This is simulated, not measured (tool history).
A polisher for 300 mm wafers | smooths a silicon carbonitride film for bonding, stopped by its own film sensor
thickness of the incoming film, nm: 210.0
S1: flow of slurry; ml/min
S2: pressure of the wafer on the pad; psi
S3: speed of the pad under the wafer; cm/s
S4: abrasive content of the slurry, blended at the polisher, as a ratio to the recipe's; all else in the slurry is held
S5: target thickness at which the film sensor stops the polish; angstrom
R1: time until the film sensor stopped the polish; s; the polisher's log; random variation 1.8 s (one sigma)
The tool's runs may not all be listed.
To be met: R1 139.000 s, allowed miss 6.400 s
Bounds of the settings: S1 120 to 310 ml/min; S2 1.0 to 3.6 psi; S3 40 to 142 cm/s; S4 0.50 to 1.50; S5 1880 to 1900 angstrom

run	hour	S1	S2	S3	S4	S5	R1
1	0.0	200	2.3	90	1.00	1880	92.837
2	1.0	200	2.1	90	1.00	1880	104.080
3	6.4	200	2.0	90	1.00	1880	107.520
4	10.9	200	2.0	90	1.10	1880	103.930
5	17.6	200	1.9	90	1.10	1880	110.630
6	22.5	200	1.9	90	1.10	1900	100.820
7	24.5	200	1.7	90	1.10	1900	110.400
8	33.5	200	1.6	90	1.10	1900	115.980
9	36.0	200	1.5	90	1.10	1900	123.280

Which of these 4 next moves meets every target?
A	38.5	195	1.4	102	1.05	1900	?
B	38.5	155	1.5	92	0.90	1900	?
C	38.5	220	1.6	90	1.15	1880	?
D	38.5	175	1.6	100	1.00	1890	?

move	R1
A	122.050
B	135.150
C	124.230
D	118.360
A: further off than the last run
B: meets every target
C: nearer than the last run, and not there yet
D: further off than the last run
Move B is the one to make.
